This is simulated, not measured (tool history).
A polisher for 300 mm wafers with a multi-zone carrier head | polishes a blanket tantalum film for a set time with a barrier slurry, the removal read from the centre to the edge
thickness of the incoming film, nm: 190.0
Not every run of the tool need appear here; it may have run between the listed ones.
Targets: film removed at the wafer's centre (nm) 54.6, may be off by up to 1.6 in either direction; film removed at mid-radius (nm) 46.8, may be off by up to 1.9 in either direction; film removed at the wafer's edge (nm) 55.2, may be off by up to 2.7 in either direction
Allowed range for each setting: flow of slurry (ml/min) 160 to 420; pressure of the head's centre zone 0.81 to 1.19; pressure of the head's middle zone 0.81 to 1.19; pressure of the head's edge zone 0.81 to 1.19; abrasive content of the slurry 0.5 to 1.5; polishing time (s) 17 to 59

run,hour,flow of slurry (ml/min),pressure of the head's centre zone,pressure of the head's middle zone,pressure of the head's edge zone,abrasive content of the slurry,polishing time (s),film removed at the wafer's centre (nm),film removed at mid-radius (nm),film removed at the wafer's edge (nm)
1,0,270,1,1,1,1,38,58.29,57.077,59.857
2,7.5,265,1,0.96,0.99,0.95,38,57.369,54.281,58.185
3,15.1,300,1,0.96,0.99,0.95,38,57.971,55.161,57.924
4,22.4,300,1,0.96,0.99,1.1,38,59.863,56.261,61.065
5,31.2,300,0.99,0.92,0.98,1.05,38,59.139,54.434,60.345
6,37.2,295,0.99,0.89,0.98,1,38,57.779,53.146,60.538
7,38,295,1,0.87,0.97,0.95,38,58.029,50.238,58.763
8,42,295,0.99,0.86,0.96,0.9,38,56.415,49.26,57.54
9,46.2,295,0.99,0.85,0.95,0.9,38,57.009,49.039,56.528

Exactly one of the 5 candidate moves below puts every result within its allowed miss. Which one?
A,50.4,330,0.93,0.87,1.04,0.85,36,?,?,?
B,50.4,340,1,0.84,0.98,0.7,39,?,?,?
C,50.4,320,1.01,0.81,1.14,1.05,32,?,?,?
D,50.4,330,0.89,0.81,1.19,1,37,?,?,?
E,50.4,285,1.04,0.82,0.91,0.8,40,?,?,?

move,film removed at the wafer's centre (nm),film removed at mid-radius (nm),film removed at the wafer's edge (nm)
A,50.634,46.834,55.088
B,54.945,46.647,55.149
C,50.621,41.414,53.771
D,52.554,47.443,62.688
E,59.395,48.017,56.516
A: carries the result that was furthest off beyond its target, to the other side
B: meets every target
C: carries the result that was furthest off beyond its target, to the other side
D: carries the result that was furthest off beyond its target, to the other side
E: further off than the last run
Move B is the one to make.
